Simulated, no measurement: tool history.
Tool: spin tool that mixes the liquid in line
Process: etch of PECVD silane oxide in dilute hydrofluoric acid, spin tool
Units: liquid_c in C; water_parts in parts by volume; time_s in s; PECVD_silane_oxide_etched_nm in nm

run 1 day=0.000 | liquid_c=25.0 water_parts=55 time_s=50 | PECVD_silane_oxide_etched_nm=44.041
run 2 day=0.217 | liquid_c=28.5 water_parts=55 time_s=50 | PECVD_silane_oxide_etched_nm=50.743
run 3 day=0.254 | liquid_c=29.5 water_parts=55 time_s=50 | PECVD_silane_oxide_etched_nm=52.582
run 4 day=0.367 | liquid_c=29.5 water_parts=55 time_s=55 | PECVD_silane_oxide_etched_nm=58.170
run 5 day=0.621 | liquid_c=32.0 water_parts=55 time_s=55 | PECVD_silane_oxide_etched_nm=62.762
run 6 day=0.929 | liquid_c=32.0 water_parts=40 time_s=55 | PECVD_silane_oxide_etched_nm=89.313

Run 7 comes next. What will it give?
run 7 day=1.204 | liquid_c=30.0 water_parts=40 time_s=55 | PECVD_silane_oxide_etched_nm=?

Run 7 gave PECVD_silane_oxide_etched_nm 82.448 nm.
